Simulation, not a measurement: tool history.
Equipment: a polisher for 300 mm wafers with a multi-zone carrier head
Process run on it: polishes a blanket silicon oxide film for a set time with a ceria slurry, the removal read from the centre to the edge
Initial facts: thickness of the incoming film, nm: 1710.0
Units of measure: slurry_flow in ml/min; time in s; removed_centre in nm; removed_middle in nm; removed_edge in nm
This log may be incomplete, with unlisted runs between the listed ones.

run	day	slurry_flow	centre_zone	middle_zone	edge_zone	time	removed_centre	removed_middle	removed_edge
1	0.000	260	1.00	1.00	1.00	48	158.99	157.78	158.93
2	0.088	245	0.97	0.94	1.00	48	156.01	149.74	159.12
3	0.421	245	0.97	0.94	1.08	48	151.82	149.25	162.04
4	0.500	245	0.97	0.94	1.08	38	122.36	118.66	130.53
5	0.804	245	0.97	0.94	1.08	46	142.02	142.16	157.45
6	0.900	245	0.97	0.94	1.08	52	166.05	160.97	176.25

Forecast run 7:
7	1.033	235	0.95	0.90	1.07	50	?	?	?

{"run 7": {"removed_centre": 158.31, "removed_middle": 146.27, "removed_edge": 168.31}}

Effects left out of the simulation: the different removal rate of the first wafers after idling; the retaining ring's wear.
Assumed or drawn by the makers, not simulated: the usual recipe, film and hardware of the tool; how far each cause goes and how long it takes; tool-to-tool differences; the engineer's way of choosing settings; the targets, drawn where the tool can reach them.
